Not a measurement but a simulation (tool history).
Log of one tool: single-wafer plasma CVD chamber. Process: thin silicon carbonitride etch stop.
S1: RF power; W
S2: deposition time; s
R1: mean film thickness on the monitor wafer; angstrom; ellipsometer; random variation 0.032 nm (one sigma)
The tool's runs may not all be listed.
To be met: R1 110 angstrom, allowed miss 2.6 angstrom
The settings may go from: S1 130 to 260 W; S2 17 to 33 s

run  hour   S1    S2      R1
  1     0  195    25   128.1
  2   3.6  215    25  131.37
  3   4.8  215  27.9  146.62
  4    11  230  27.9  149.41
  5    17  205  27.9  145.09
  6  17.9  195    26  133.46
     22.4  -- thermocouple changed; heater temperature recalibrated
  7  22.4  190  24.6  125.39
  8  25.4  185  23.8  120.79
  9  31.7  180  23.2  116.23
 10  34.5  175    23  114.62

Which of these 4 next moves meets every target?
  A  37.3  145  25.4   ?
  B  37.3  170  23.6   ?
  C  37.3  155  22.6   ?
  D  37.3  165  25.1   ?

move      R1
   A  120.47
   B  116.61
   C  109.03
   D  123.06
A: further off than the last run
B: further off than the last run
C: meets every target
D: further off than the last run
Answer: C
